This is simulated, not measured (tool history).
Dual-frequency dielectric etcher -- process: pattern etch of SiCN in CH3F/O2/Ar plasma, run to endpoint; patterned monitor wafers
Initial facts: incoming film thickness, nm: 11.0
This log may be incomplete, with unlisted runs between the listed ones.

| run | hour | source power (kW) | bias power (kW) | endpoint time (s) |
|---|---|---|---|---|
| 1 | 0.0 | 0.450 | 0.096 | 23.606 |
| 2 | 8.5 | 0.390 | 0.096 | 25.120 |
| 3 | 10.0 | 0.440 | 0.098 | 23.679 |
| 4 | 10.9 | 0.380 | 0.098 | 24.937 |
| 5 | 19.6 | 0.380 | 0.111 | 23.547 |
| 6 | 26.3 | 0.380 | 0.101 | 24.642 |

What will run 7 give?
| 7 | 33.9 | 0.430 | 0.103 | ? |

Run 7 yielded endpoint time (s) 23.268.

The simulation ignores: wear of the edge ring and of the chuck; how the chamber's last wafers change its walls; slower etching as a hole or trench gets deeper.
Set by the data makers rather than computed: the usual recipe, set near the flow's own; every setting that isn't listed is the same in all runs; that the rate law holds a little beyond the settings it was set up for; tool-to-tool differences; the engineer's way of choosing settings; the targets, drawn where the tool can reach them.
